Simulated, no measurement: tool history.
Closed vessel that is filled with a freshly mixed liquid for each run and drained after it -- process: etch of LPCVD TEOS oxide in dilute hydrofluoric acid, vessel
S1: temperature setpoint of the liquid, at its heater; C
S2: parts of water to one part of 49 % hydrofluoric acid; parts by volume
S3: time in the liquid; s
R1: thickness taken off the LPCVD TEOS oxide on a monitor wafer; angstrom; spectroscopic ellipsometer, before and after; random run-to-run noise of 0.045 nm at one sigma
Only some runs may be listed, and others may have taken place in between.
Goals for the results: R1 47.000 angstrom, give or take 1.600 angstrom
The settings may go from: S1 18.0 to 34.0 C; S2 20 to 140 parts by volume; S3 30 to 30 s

run 1 day=0.000 | S1=26.0 S2=75 S3=30 | R1=95.078
run 2 day=0.108 | S1=28.5 S2=75 S3=30 | R1=103.340
run 3 day=0.479 | S1=30.0 S2=75 S3=30 | R1=111.000
run 4 day=0.829 | S1=30.0 S2=75 S3=30 | R1=110.920
run 5 day=0.975 | S1=30.0 S2=75 S3=30 | R1=110.620
run 6 day=1.150 | S1=28.0 S2=80 S3=30 | R1=96.680
run 7 day=1.492 | S1=26.0 S2=85 S3=30 | R1=83.371
run 8 day=1.533 | S1=24.5 S2=90 S3=30 | R1=73.597
run 9 day=1.712 | S1=23.5 S2=95 S3=30 | R1=65.916
run 10 day=1.971 | S1=22.5 S2=95 S3=30 | R1=63.216
run 11 day=2.254 | S1=21.5 S2=95 S3=30 | R1=61.822
run 12 day=2.608 | S1=21.0 S2=95 S3=30 | R1=58.957
run 13 day=2.946 | S1=20.5 S2=95 S3=30 | R1=58.690
run 14 day=3.079 | S1=20.0 S2=95 S3=30 | R1=56.960
run 15 day=3.450 | S1=19.5 S2=95 S3=30 | R1=55.804
run 16 day=3.825 | S1=19.0 S2=95 S3=30 | R1=54.551
run 17 day=3.962 | S1=18.5 S2=100 S3=30 | R1=50.794

Which single option among these 4 for the next run brings every result within its allowed miss of target? Just one does.
run A day=4.100 | S1=19.5 S2=100 S3=30 | R1=?
run B day=4.100 | S1=20.0 S2=105 S3=30 | R1=?
run C day=4.100 | S1=19.5 S2=105 S3=30 | R1=?
run D day=4.100 | S1=18.0 S2=105 S3=30 | R1=?

move=A R1=53.003
move=B R1=51.243
move=C R1=50.202
move=D R1=47.179
A: the biggest miss grows against the last run
B: the biggest miss grows against the last run
C: nearer than the last run, and not there yet
D: all results in spec
D is the move that brings every result within its allowed miss.
